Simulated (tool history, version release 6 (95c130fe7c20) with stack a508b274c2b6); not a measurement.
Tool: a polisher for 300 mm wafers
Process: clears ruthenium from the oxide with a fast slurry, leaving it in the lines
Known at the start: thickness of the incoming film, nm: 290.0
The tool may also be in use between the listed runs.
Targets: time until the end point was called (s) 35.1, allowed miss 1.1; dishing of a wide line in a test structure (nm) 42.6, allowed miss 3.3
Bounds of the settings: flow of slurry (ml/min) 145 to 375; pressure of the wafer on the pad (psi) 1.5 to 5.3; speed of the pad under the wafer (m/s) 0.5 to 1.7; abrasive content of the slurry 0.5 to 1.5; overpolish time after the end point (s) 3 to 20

run    day  flow of slurry (ml/min)  pressure of the wafer on the pad (psi)  speed of the pad under the wafer (m/s)  abrasive content of the slurry  overpolish time after the end point (s)  time until the end point was called (s)  dishing of a wide line in a test structure (nm)
  1      0                      240                                     3.4                                     1.1                               1                                       10                                   59.843                                           31.454
  2  0.317                      240                                     2.8                                     1.1                               1                                       10                                   68.479                                           29.388
  3  0.446                      240                                     3.3                                     1.1                               1                                       10                                    61.87                                           33.355
  4  0.758                      240                                     3.3                                    0.86                               1                                       10                                   78.709                                           26.311
  5  1.125                      295                                     3.3                                    0.86                               1                                       10                                   76.551                                           27.927
  6  1.492                      295                                     3.3                                    0.86                            0.85                                       10                                   80.856                                           25.658
  7  1.633                      300                                     3.9                                    0.96                            0.85                                       10                                    65.93                                           30.932
  8  1.675                      300                                     3.9                                    0.96                            0.85                                       10                                   65.592                                           31.306
  9  1.821                      300                                     4.3                                    1.06                            0.85                                        9                                    55.42                                           31.866

5 next moves are on the table. One of them brings every result within its allowed miss. Which?
  A  1.967                      305                                     4.3                                    1.44                             0.9                                       11                                        ?                                                ?
  B  1.967                      305                                     3.7                                    0.82                             0.7                                        8                                        ?                                                ?
  C  1.967                      200                                     5.3                                    1.48                            1.15                                        7                                        ?                                                ?
  D  1.967                      325                                     5.3                                    1.44                            0.85                                        9                                        ?                                                ?
  E  1.967                      265                                     4.2                                    0.76                             0.8                                       11                                        ?                                                ?

move  time until the end point was called (s)  dishing of a wide line in a test structure (nm)
   A                                   40.398                                           44.674
   B                                   88.513                                            21.29
   C                                   31.625                                           39.959
   D                                   35.329                                           43.174
   E                                   82.117                                           28.786
A: nearer than the last run, and not there yet
B: further off than the last run
C: takes the result that was furthest off past its target
D: meets every target
E: further off than the last run
Move D is the one to make.

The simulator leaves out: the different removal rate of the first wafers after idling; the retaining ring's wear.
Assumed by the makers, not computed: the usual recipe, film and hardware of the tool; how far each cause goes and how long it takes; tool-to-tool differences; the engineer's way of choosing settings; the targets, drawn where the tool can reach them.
